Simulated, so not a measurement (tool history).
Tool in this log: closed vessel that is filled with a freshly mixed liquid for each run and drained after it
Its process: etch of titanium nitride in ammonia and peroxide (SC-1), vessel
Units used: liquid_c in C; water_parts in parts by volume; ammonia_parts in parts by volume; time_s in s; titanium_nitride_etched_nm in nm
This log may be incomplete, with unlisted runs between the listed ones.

run,hour,liquid_c,water_parts,ammonia_parts,time_s,titanium_nitride_etched_nm
1,0.0,60.0,12.0,0.60,350,54.195
2,7.7,60.0,12.0,0.60,375,58.331
3,15.2,63.0,10.5,0.60,375,75.268
4,24.0,63.0,13.0,0.60,375,67.252
5,26.0,63.0,13.0,0.60,375,66.858
6,28.6,65.0,11.0,0.60,375,84.531
7,31.5,65.0,11.0,0.60,375,85.457
8,36.6,66.5,10.0,0.60,375,97.019
9,39.3,70.0,6.5,0.65,375,151.530
10,44.3,69.5,6.5,0.65,375,149.060

Run 11 has not been measured yet. What should we expect?
11,47.1,69.5,6.5,0.65,375,?

titanium_nitride_etched_nm: 146.600 nm
